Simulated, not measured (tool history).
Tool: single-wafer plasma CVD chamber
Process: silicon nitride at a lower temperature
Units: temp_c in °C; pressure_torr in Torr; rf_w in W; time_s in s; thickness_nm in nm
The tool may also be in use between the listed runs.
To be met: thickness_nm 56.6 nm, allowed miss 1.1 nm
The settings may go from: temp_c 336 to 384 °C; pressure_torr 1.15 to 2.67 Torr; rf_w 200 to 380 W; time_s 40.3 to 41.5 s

| run | hour | temp_c | pressure_torr | rf_w | time_s | thickness_nm |
|---|---|---|---|---|---|---|
| 1 | 0 | 360 | 1.91 | 290 | 40.3 | 48.555 |
| 2 | 7.8 | 360 | 1.96 | 295 | 40.3 | 49.355 |
| 3 | 9 | 360 | 2.01 | 300 | 40.3 | 49.908 |
| 4 | 15.6 | 360 | 1.78 | 300 | 40.3 | 48.637 |
| 5 | 17.1 | 360 | 1.84 | 305 | 40.3 | 49.3 |
|  | 17.6 | capacitance manometer re-zeroed and calibrated |
| 6 | 17.6 | 360 | 1.84 | 305 | 40.3 | 50.084 |
| 7 | 20.3 | 360 | 1.88 | 310 | 40.3 | 50.902 |
| 8 | 28.8 | 360 | 1.93 | 310 | 40.3 | 51.084 |
| 9 | 37.2 | 360 | 1.98 | 310 | 40.3 | 51.508 |
| 10 | 45.4 | 360 | 2.36 | 325 | 40.4 | 54.719 |
| 11 | 49 | 360 | 2.37 | 325 | 40.4 | 54.577 |
| 12 | 52.6 | 360 | 2.38 | 325 | 40.4 | 54.656 |
| 13 | 59.5 | 360 | 2.39 | 325 | 40.4 | 54.88 |
| 14 | 63.6 | 360 | 2.4 | 325 | 40.4 | 54.73 |
| 15 | 65.4 | 360 | 2.41 | 325 | 40.4 | 54.557 |

Which of these 4 next moves meets every target?
| A | 67.2 | 356 | 2.48 | 335 | 40.9 | ? |
| B | 67.2 | 371 | 2.67 | 350 | 41 | ? |
| C | 67.2 | 352 | 2.48 | 360 | 41.2 | ? |
| D | 67.2 | 354 | 1.97 | 310 | 40.3 | ? |

| move | thickness_nm |
|---|---|
| A | 56.763 |
| B | 58.598 |
| C | 59.36 |
| D | 51.331 |
A: meets every target
B: takes the result that was furthest off past its target
C: takes the result that was furthest off past its target
D: further off than the last run
The right move is A.
